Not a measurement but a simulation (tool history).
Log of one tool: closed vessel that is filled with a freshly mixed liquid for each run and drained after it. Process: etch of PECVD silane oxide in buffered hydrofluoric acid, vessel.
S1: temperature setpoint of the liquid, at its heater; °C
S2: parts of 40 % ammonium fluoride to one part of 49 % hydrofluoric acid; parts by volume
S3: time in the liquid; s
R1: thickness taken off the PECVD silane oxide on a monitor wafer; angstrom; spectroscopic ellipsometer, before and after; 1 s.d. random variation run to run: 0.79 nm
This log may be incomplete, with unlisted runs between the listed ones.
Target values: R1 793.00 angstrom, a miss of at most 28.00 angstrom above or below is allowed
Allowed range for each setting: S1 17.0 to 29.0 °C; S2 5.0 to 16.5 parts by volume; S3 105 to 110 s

run,day,S1,S2,S3,R1
1,0.000,21.0,10.0,105,1466.60
2,0.050,17.5,10.0,105,1215.00
3,0.171,17.5,10.0,110,1254.60
4,0.312,17.5,11.0,110,1138.40
5,0.542,17.5,11.0,105,1107.10
6,0.908,17.5,11.5,105,1048.80
7,1.217,17.5,12.0,105,1027.00
8,1.417,17.5,12.5,105,979.90
9,1.788,17.5,13.0,105,926.43
10,2.112,17.5,13.5,105,898.45
11,2.196,17.0,14.0,105,854.63

4 candidate next runs follow, results not yet known. Just one meets every target within its allowed miss. Identify it.
A,2.279,17.0,13.5,105,?
B,2.279,17.0,15.0,105,?
C,2.279,17.5,14.5,110,?
D,2.279,18.5,14.5,105,?

move,R1
A,882.68
B,795.82
C,886.96
D,896.13
A: moves away from the targets compared with the last run
B: every result lands within tolerance
C: moves away from the targets compared with the last run
D: moves away from the targets compared with the last run
B meets every target.
